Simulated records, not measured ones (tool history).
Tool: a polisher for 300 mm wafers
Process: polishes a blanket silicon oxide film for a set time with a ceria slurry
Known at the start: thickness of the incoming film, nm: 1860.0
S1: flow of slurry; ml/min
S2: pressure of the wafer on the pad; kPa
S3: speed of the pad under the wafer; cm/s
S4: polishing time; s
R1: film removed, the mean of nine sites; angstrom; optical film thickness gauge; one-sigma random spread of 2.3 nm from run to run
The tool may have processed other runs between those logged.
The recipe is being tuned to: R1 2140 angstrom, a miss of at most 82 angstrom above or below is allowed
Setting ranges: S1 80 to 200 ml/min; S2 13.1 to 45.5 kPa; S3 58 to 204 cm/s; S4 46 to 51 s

Run 1, day 0: S1 130 ml/min, S2 29 kPa, S3 130 cm/s, S4 51 s. Result: R1 3669.1 angstrom.
Run 2, day 0.058: S1 130 ml/min, S2 26.9 kPa, S3 130 cm/s, S4 51 s. Result: R1 3529.4 angstrom.
Run 3, day 0.083: S1 130 ml/min, S2 24.8 kPa, S3 128 cm/s, S4 51 s. Result: R1 3278.7 angstrom.
Run 4, day 0.217: S1 130 ml/min, S2 20.7 kPa, S3 128 cm/s, S4 51 s. Result: R1 2991.6 angstrom.
Run 5, day 0.446: S1 130 ml/min, S2 19.3 kPa, S3 126 cm/s, S4 51 s. Result: R1 2771.7 angstrom.
Run 6, day 0.596: S1 130 ml/min, S2 19.3 kPa, S3 150 cm/s, S4 51 s. Result: R1 3310 angstrom.
Run 7, day 0.833: S1 130 ml/min, S2 18.6 kPa, S3 146 cm/s, S4 51 s. Result: R1 3152.6 angstrom.
Run 8, day 1.188: S1 130 ml/min, S2 17.9 kPa, S3 142 cm/s, S4 51 s. Result: R1 3020.2 angstrom.
Run 9, day 1.262: S1 130 ml/min, S2 17.2 kPa, S3 138 cm/s, S4 51 s. Result: R1 2843 angstrom.

Consider the 4 candidate settings below. Which is the only one whose results all fall within their allowed miss of target?
Run A, day 1.338: S1 120 ml/min, S2 17.2 kPa, S3 128 cm/s, S4 49 s. Result: R1 ?.
Run B, day 1.338: S1 155 ml/min, S2 20.7 kPa, S3 108 cm/s, S4 46 s. Result: R1 ?.
Run C, day 1.338: S1 150 ml/min, S2 16.5 kPa, S3 122 cm/s, S4 46 s. Result: R1 ?.
Run D, day 1.338: S1 130 ml/min, S2 15.9 kPa, S3 116 cm/s, S4 46 s. Result: R1 ?.

move      R1
   A  2567.5
   B  2399.1
   C  2351.6
   D  2149.6
A: closer than the last run, but not yet in spec
B: closer than the last run, but not yet in spec
C: closer than the last run, but not yet in spec
D: hits every target within its allowed miss
D meets every target.
